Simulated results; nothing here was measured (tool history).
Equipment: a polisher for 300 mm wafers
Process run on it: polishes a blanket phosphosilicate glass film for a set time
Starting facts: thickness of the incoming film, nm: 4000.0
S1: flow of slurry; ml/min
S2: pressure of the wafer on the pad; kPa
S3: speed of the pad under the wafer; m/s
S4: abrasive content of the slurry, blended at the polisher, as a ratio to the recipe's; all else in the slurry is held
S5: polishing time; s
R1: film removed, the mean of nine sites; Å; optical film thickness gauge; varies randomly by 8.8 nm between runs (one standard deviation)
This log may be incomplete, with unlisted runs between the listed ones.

Run 1, hour 0: S1 145 ml/min, S2 19.3 kPa, S3 1.06 m/s, S4 1, S5 54 s. Result: R1 5128.3 Å.
Run 2, hour 3.8: S1 110 ml/min, S2 19.3 kPa, S3 1.06 m/s, S4 1, S5 54 s. Result: R1 4814.1 Å.
Run 3, hour 7.8: S1 125 ml/min, S2 21.4 kPa, S3 1.06 m/s, S4 1, S5 54 s. Result: R1 5314.5 Å.
Run 4, hour 10.7: S1 135 ml/min, S2 23.4 kPa, S3 1.1 m/s, S4 1, S5 54 s. Result: R1 5875.7 Å.
Run 5, hour 14.7: S1 145 ml/min, S2 24.8 kPa, S3 1.16 m/s, S4 1, S5 54 s. Result: R1 6542.2 Å.
Run 6, hour 21.9: S1 150 ml/min, S2 26.2 kPa, S3 1.2 m/s, S4 1, S5 54 s. Result: R1 6975.2 Å.
Run 7, hour 24.2: S1 150 ml/min, S2 30.3 kPa, S3 1.42 m/s, S4 1, S5 54 s. Result: R1 8993.3 Å.

Run 8 is up next; what results do you expect?
Run 8, hour 33.1: S1 150 ml/min, S2 30.3 kPa, S3 1.42 m/s, S4 1, S5 54 s. Result: R1 ?.

R1: 8822.6 Å
